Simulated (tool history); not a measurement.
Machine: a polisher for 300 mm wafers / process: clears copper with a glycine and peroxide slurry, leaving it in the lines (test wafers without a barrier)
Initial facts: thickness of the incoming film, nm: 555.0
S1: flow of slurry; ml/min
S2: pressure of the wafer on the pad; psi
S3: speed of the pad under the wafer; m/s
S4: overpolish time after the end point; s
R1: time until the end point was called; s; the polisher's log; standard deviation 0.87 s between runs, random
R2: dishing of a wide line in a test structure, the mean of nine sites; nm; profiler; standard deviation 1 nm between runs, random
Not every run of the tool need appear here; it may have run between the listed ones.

Run 1, hour 0.0: S1 295 ml/min, S2 2.9 psi, S3 1.12 m/s, S4 11 s. Result: R1 86.838 s, R2 45.816 nm.
Run 2, hour 1.5: S1 295 ml/min, S2 3.2 psi, S3 1.16 m/s, S4 12 s. Result: R1 77.442 s, R2 54.584 nm.
Run 3, hour 2.6: S1 295 ml/min, S2 3.2 psi, S3 1.16 m/s, S4 8 s. Result: R1 80.415 s, R2 39.271 nm.
Run 4, hour 10.4: S1 295 ml/min, S2 3.2 psi, S3 1.24 m/s, S4 10 s. Result: R1 74.493 s, R2 49.015 nm.
Run 5, hour 18.8: S1 295 ml/min, S2 3.8 psi, S3 1.24 m/s, S4 10 s. Result: R1 65.784 s, R2 56.380 nm.
Run 6, hour 24.4: S1 350 ml/min, S2 3.8 psi, S3 1.24 m/s, S4 10 s. Result: R1 61.411 s, R2 57.661 nm.
Run 7, hour 33.2: S1 325 ml/min, S2 3.9 psi, S3 1.26 m/s, S4 11 s. Result: R1 60.653 s, R2 62.821 nm.
Run 8, hour 39.7: S1 305 ml/min, S2 4.0 psi, S3 1.28 m/s, S4 12 s. Result: R1 59.205 s, R2 68.213 nm.
Run 9, hour 45.9: S1 300 ml/min, S2 4.1 psi, S3 1.28 m/s, S4 13 s. Result: R1 57.569 s, R2 72.771 nm.
Run 10, hour 52.0: S1 305 ml/min, S2 4.1 psi, S3 1.28 m/s, S4 14 s. Result: R1 59.282 s, R2 76.722 nm.
Run 11, hour 56.9: S1 310 ml/min, S2 4.1 psi, S3 1.28 m/s, S4 14 s. Result: R1 57.186 s, R2 76.112 nm.

What will run 12 give?
Run 12, hour 58.8: S1 305 ml/min, S2 4.1 psi, S3 1.28 m/s, S4 15 s. Result: R1 ?, R2 ?.

R1: 56.991 s
R2: 80.091 nm

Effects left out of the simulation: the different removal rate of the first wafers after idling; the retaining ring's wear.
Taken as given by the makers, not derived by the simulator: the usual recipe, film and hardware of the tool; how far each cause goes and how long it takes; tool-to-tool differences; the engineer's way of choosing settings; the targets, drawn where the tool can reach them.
